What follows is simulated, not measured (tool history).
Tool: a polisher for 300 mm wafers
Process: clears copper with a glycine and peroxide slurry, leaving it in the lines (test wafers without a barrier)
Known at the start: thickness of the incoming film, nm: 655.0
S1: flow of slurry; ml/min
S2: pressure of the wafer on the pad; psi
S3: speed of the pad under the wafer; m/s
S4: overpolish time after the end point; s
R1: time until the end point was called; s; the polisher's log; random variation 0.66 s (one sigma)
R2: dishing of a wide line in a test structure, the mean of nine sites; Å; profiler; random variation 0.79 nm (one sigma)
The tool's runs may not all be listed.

| run | day | S1 | S2 | S3 | S4 | R1 | R2 |
|---|---|---|---|---|---|---|---|
| 1 | 0 | 300 | 2.7 | 1.3 | 10 | 78.507 | 514.58 |
| 2 | 0.238 | 300 | 2.7 | 1.42 | 10 | 72.308 | 537.16 |
| 3 | 0.583 | 300 | 2.7 | 1.1 | 10 | 91.762 | 452.84 |
| 4 | 0.779 | 350 | 2.7 | 1.1 | 10 | 89.92 | 466.64 |
| 5 | 0.992 | 345 | 3 | 1.12 | 8 | 83.233 | 424.27 |
| 6 | 1.158 | 345 | 2.4 | 1.12 | 8 | 98.172 | 353.59 |
| 7 | 1.354 | 335 | 2.8 | 1.18 | 6 | 83.701 | 312.74 |

Forecast run 8:
| 8 | 1.604 | 335 | 3.1 | 1.2 | 6 | ? | ? |

Run 8 gave R1 74.979 s, R2 362.71 Å.

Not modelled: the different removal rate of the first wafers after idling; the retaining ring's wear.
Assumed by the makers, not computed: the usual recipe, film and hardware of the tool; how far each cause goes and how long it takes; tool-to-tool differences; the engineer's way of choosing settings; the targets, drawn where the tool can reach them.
